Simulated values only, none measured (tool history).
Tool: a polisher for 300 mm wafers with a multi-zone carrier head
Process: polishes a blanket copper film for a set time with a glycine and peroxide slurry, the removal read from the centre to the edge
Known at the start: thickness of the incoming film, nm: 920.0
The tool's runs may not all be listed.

run  hour  flow of slurry (ml/min)  pressure of the head's centre zone  pressure of the head's middle zone  pressure of the head's edge zone  polishing time (s)  film removed at the wafer's centre (Å)  film removed at mid-radius (Å)  film removed at the wafer's edge (Å)
  1     0                      200                                   1                                   1                                 1                  40                                  2907.6                          3022.2                                3074.9
  2   3.1                      200                                   1                                   1                                 1                  49                                  3630.6                          3692.7                                3673.3
  3   4.6                      170                                   1                                   1                                 1                  49                                  3531.7                          3582.9                                3619.4
  4   7.1                      170                                0.98                                1.01                              0.99                  47                                  3310.4                          3433.9                                  3489
  5  15.6                      145                                0.98                                1.01                              0.99                  47                                  3173.6                          3397.9                                3386.2
  6  21.7                      140                                0.97                                1.02                              0.98                  45                                    2923                          3243.3                                3215.9
  7  28.6                      140                                0.96                                1.03                              0.97                  43                                  2823.4                          3037.5                                3066.2

Run 8 comes next. What will it give?
  8  36.7                      120                                0.86                                1.13                              1.01                  32                                       ?                               ?                                     ?

film removed at the wafer's centre (Å): 1821.6
film removed at mid-radius (Å): 2386.5
film removed at the wafer's edge (Å): 2241.7
